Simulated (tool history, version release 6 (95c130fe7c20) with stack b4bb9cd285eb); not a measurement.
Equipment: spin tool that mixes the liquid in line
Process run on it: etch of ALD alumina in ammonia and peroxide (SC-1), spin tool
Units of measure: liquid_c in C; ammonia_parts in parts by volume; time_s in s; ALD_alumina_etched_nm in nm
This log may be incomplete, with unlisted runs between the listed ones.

run,day,liquid_c,ammonia_parts,time_s,ALD_alumina_etched_nm
1,0,52,0.7,280,13.593
2,0.204,52,0.7,300,14.67
3,0.329,51,0.7,300,13.893
4,0.692,51,0.7,280,12.948
5,0.746,54,0.7,280,15.208
6,0.983,53,0.7,280,14.478
7,1.312,52.5,0.7,280,14.007
8,1.438,52,0.7,280,13.695
9,1.508,51.5,0.7,280,13.407
10,1.712,51,0.7,280,13.001
11,2.05,50.5,0.7,280,12.566
12,2.125,50,0.7,280,12.336
13,2.246,50,0.7,280,12.303

For run 14, what comes out?
14,2.396,49.5,0.7,280,?

Logged for run 14: ALD_alumina_etched_nm 11.999 nm.

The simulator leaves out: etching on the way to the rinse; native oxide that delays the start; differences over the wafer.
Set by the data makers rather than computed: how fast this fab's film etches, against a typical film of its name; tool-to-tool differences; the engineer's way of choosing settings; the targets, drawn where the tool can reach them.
